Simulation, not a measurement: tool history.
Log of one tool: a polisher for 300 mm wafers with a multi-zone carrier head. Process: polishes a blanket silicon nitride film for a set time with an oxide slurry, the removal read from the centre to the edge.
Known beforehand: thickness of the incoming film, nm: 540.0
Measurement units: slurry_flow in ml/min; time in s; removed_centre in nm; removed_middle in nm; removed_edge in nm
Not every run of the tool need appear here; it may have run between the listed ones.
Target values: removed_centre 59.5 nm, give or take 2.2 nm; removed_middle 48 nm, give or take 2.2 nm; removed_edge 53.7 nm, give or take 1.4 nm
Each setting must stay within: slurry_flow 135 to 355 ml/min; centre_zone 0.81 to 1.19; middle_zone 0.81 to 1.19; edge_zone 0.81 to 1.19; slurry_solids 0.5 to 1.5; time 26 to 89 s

run  hour  slurry_flow  centre_zone  middle_zone  edge_zone  slurry_solids  time  removed_centre  removed_middle  removed_edge
  1     0          225            1            1          1              1    57          37.042          36.437        37.026
  2   7.7          225         1.05            1          1              1    57          38.792          35.908        36.618
  3  15.6          225         1.05         0.92          1              1    57          37.995          34.156        37.003
  4  21.2          235         1.08         0.93       1.03           1.15    58          43.084          37.034        40.715
  5  22.4          235         1.08         0.86       1.03           1.15    58          42.583          36.142         40.88
  6    23          245          1.1         0.88       1.05           1.25    59          45.956          39.163        43.575
  7  30.3          245          1.1         0.88       1.05           1.25    59           45.96          37.958        43.448
  8  37.7          295         1.19         0.97       1.15            1.5    61          55.313          46.781        51.144
  9  40.8          295         1.19         0.96       1.14            1.5    62          57.005          47.541        52.168
 10  49.1          300         1.19         0.95       1.14            1.5    62          56.826           45.64        52.466
 11  49.9          300         1.19         0.95       1.13            1.5    63          57.236          48.755        52.895

Pick the move, out of 4, that brings all results within their allowed miss; only one does.
  A  50.7          310         1.12         0.92       1.13            1.5    64               ?               ?             ?
  B  50.7          270         1.17         0.87       1.05            1.5    67               ?               ?             ?
  C  50.7          300         1.17         0.91       1.19           1.45    67               ?               ?             ?
  D  50.7          335         1.16         0.98       1.15            1.5    66               ?               ?             ?

move  removed_centre  removed_middle  removed_edge
   A          55.484          47.754        53.246
   B          59.081          47.608        53.209
   C          59.012          48.856        56.413
   D          59.161          51.651        55.661
A: misses by more than the last run did
B: all results land within tolerance of their targets
C: brings the last run's worst result on target, with another outside its allowed miss
D: brings the last run's worst result on target, with another outside its allowed miss
Answer: B
